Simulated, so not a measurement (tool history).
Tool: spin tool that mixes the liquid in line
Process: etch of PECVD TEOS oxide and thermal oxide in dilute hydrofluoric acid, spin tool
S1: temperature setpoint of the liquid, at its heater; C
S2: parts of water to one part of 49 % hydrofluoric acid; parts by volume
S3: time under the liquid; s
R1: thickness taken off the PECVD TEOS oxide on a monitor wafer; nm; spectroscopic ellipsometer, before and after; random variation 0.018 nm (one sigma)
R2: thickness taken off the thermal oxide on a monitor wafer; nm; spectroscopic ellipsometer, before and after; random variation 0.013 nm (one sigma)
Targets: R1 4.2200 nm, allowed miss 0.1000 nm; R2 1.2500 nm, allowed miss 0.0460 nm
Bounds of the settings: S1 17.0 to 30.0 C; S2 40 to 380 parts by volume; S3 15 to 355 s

run 1 hour=0.0 | S1=22.0 S2=210 S3=180 | R1=13.0110 R2=3.8091
run 2 hour=3.9 | S1=20.5 S2=210 S3=180 | R1=12.2630 R2=3.6979
run 3 hour=6.1 | S1=20.5 S2=250 S3=180 | R1=9.8730 R2=2.9555
run 4 hour=8.8 | S1=20.5 S2=265 S3=180 | R1=9.2666 R2=2.7676
run 5 hour=17.6 | S1=20.5 S2=265 S3=120 | R1=6.1873 R2=1.8155
run 6 hour=18.7 | S1=20.0 S2=270 S3=120 | R1=5.9616 R2=1.7369
run 7 hour=25.7 | S1=19.5 S2=275 S3=120 | R1=5.6659 R2=1.7080
run 8 hour=32.8 | S1=19.5 S2=280 S3=120 | R1=5.5263 R2=1.6594
run 9 hour=38.0 | S1=19.5 S2=285 S3=120 | R1=5.4398 R2=1.5693
run 10 hour=42.1 | S1=19.0 S2=290 S3=120 | R1=5.2625 R2=1.5439
run 11 hour=47.2 | S1=19.0 S2=295 S3=120 | R1=5.0963 R2=1.5145
run 12 hour=49.7 | S1=19.0 S2=300 S3=120 | R1=4.9437 R2=1.4445
run 13 hour=50.6 | S1=18.0 S2=310 S3=120 | R1=4.6137 R2=1.3924
run 14 hour=57.1 | S1=18.5 S2=325 S3=120 | R1=4.4044 R2=1.3202

4 next moves are on the table. One of them brings every result within its allowed miss. Which?
run A hour=63.6 | S1=19.0 S2=350 S3=135 | R1=? R2=?
run B hour=63.6 | S1=19.0 S2=330 S3=130 | R1=? R2=?
run C hour=63.6 | S1=20.0 S2=295 S3=95 | R1=? R2=?
run D hour=63.6 | S1=19.5 S2=315 S3=120 | R1=? R2=?

move=A R1=4.6190 R2=1.3459
move=B R1=4.7980 R2=1.3981
move=C R1=4.1944 R2=1.2222
move=D R1=4.7866 R2=1.3948
A: further off than the last run
B: further off than the last run
C: meets every target
D: further off than the last run
Move C is the one to make.
